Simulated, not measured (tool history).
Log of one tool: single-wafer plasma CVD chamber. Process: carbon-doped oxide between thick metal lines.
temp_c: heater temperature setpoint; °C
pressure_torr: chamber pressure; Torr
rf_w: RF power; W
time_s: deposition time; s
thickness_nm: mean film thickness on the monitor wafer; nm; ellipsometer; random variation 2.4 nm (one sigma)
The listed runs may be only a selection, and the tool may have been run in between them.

run  hour  temp_c  pressure_torr  rf_w  time_s  thickness_nm
  1   0.0     360           4.75   675     194       1115.90
  2   6.1     360           4.75   770     194       1206.10
  3   7.7     362           4.53   715     194       1137.90
  4  16.2     364           4.33   670     194       1078.90
  5  22.1     365           4.14   640     194       1045.30
  6  26.7     366           3.99   615     194       1011.90
  7  30.1     371           3.22   505     194        852.71

Predict the results of run 8:
  8  33.0     371           3.29   510     194             ?

{"run 8": {"thickness_nm": 860.58}}

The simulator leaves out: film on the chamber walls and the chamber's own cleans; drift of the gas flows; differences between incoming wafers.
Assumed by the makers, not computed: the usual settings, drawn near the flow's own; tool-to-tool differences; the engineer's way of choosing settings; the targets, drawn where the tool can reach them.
